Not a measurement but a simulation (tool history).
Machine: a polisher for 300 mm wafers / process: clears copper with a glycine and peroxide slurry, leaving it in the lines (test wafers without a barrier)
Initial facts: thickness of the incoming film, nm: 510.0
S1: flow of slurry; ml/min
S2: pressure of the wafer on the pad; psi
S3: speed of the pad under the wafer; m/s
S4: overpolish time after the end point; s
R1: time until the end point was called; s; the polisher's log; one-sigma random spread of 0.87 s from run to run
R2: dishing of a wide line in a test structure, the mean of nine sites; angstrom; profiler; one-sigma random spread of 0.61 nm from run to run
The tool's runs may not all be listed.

run,hour,S1,S2,S3,S4,R1,R2
1,0,270,2.9,1.22,9,94.747,316.76
2,3.7,270,3,1.24,8,89.222,287.31
3,12,270,3.1,1.26,8,87.303,304.66
4,15,270,3.1,1.08,8,101.93,284.62
# hour 19.6: head pressure recalibrated
5,19.6,270,3.2,1.12,8,83.318,313.31
6,24.6,220,3.2,1.12,8,88.533,310.66
7,31.7,225,3.3,1.14,7,83.84,288.09
8,39.8,225,3.4,1.16,7,77.058,294.17
9,45.2,225,3.5,1.16,7,76.685,311.51

Run 10, settings as shown, results not yet in. Your forecast:
10,53.6,225,3.5,1.2,7,?,?

{"run 10": {"R1": 74.767, "R2": 312.81}}
